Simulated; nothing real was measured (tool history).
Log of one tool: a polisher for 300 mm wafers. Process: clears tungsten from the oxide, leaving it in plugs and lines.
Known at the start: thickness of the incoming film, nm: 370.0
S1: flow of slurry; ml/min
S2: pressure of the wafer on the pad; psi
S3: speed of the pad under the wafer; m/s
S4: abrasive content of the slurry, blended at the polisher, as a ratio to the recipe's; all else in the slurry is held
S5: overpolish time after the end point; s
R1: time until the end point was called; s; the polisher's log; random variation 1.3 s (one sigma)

{"run": 1, "hour": 0.0, "S1": 130, "S2": 3.6, "S3": 0.98, "S4": 1.0, "S5": 15, "R1": 94.099}
{"run": 2, "hour": 8.7, "S1": 125, "S2": 3.4, "S3": 0.98, "S4": 1.0, "S5": 15, "R1": 102.53}
{"run": 3, "hour": 14.1, "S1": 125, "S2": 4.0, "S3": 0.98, "S4": 1.0, "S5": 15, "R1": 87.606}
{"run": 4, "hour": 19.7, "S1": 120, "S2": 3.8, "S3": 0.98, "S4": 1.0, "S5": 15, "R1": 92.731}
{"run": 5, "hour": 28.7, "S1": 120, "S2": 3.8, "S3": 0.82, "S4": 1.0, "S5": 15, "R1": 108.62}
{"run": 6, "hour": 32.3, "S1": 120, "S2": 4.4, "S3": 0.82, "S4": 1.0, "S5": 15, "R1": 95.366}

Forecast run 7:
{"run": 7, "hour": 40.3, "S1": 115, "S2": 4.2, "S3": 0.82, "S4": 1.0, "S5": 15, "R1": "?"}

{"run 7": {"R1": 99.183}}
